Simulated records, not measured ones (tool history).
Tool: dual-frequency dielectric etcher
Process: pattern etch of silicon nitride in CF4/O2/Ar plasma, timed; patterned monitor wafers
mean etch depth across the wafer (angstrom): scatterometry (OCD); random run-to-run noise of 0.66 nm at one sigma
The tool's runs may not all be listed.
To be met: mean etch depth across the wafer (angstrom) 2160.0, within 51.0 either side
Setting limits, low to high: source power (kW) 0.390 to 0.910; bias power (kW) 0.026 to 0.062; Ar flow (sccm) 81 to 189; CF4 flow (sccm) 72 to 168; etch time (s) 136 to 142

run,hour,source power (kW),bias power (kW),Ar flow (sccm),CF4 flow (sccm),etch time (s),mean etch depth across the wafer (angstrom)
1,0.0,0.650,0.044,135,120,136,3011.7
2,8.4,0.650,0.044,135,120,136,3015.7
3,15.2,0.620,0.044,135,120,136,2880.1
4,23.4,0.590,0.044,135,120,136,2700.0
5,31.1,0.570,0.044,135,120,136,2607.8
6,37.1,0.560,0.044,135,120,136,2549.4
7,44.5,0.430,0.043,136,120,136,1877.7
8,49.4,0.510,0.043,136,120,136,2294.2

4 candidate next runs follow, results not yet known. Just one meets every target within its allowed miss. Identify it.
A,54.3,0.490,0.047,147,110,141,?
B,54.3,0.470,0.049,168,105,141,?
C,54.3,0.480,0.051,129,125,136,?
D,54.3,0.530,0.040,150,128,136,?

move,mean etch depth across the wafer (angstrom)
A,2296.9
B,2180.4
C,2298.0
D,2332.4
A: neither nearer nor further off than the last run
B: every result lands within tolerance
C: neither nearer nor further off than the last run
D: its largest miss is bigger than the last run's
The right move is B.
